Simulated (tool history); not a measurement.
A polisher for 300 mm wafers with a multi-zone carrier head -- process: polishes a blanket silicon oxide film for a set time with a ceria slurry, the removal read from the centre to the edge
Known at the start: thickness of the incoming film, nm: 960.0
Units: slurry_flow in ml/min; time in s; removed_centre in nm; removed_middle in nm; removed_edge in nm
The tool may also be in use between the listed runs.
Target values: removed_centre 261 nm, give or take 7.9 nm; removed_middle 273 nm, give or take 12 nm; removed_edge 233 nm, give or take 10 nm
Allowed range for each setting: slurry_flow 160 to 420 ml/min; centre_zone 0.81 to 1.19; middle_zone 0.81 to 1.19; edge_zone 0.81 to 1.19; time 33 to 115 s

run	hour	slurry_flow	centre_zone	middle_zone	edge_zone	time	removed_centre	removed_middle	removed_edge
1	0	270	1	1	1	73	296.12	292.18	285.02
2	8	270	1	1	1	62	250.16	247.83	239.27
3	15.3	240	1	1	1	62	246.82	248.87	238.76
4	24.2	240	0.92	1	1	62	229.65	244.9	236.37
5	26.5	245	0.93	1.01	0.99	62	230.91	250.32	244.78
6	27.1	245	0.95	1.02	0.99	62	232.87	252.42	239.25
7	30.7	250	0.96	1.03	0.98	62	239.39	250.99	240.61
8	36.7	250	0.96	1.03	0.98	62	236.47	246.92	237.33
9	42.5	240	0.98	1.05	0.99	62	237.96	255.33	236.69
10	49.3	245	0.99	1.06	0.99	62	248.45	259.91	238.62
11	54.7	245	0.99	1.07	0.99	62	243.79	260.71	236.75
12	56.8	250	1	1.08	0.99	62	250.87	265.74	244.21
13	60.7	250	1.01	1.09	0.98	62	250.42	265.42	238.96

Exercise: of the 5 proposed moves below, exactly one satisfies all targets within the stated allowed misses. Which move is it?
A	64.6	290	0.89	1.01	0.97	67	?	?	?
B	64.6	235	1.05	1.11	0.91	62	?	?	?
C	64.6	250	0.89	0.99	1.01	68	?	?	?
D	64.6	260	0.99	1.06	1.01	65	?	?	?
E	64.6	260	1.11	0.99	0.98	61	?	?	?

move	removed_centre	removed_middle	removed_edge
A	242.09	268.98	257.3
B	260.84	265.88	229.78
C	243.06	265.85	263.37
D	259.53	269.82	252
E	273.18	238.82	233.98
A: lands further from the targets than the last run did
B: meets every target
C: lands further from the targets than the last run did
D: meets the target for the result that was furthest off, but another lies outside its allowed miss
E: the result that was furthest off in the last run now lies on the other side of its target
B is the move that brings every result within its allowed miss.
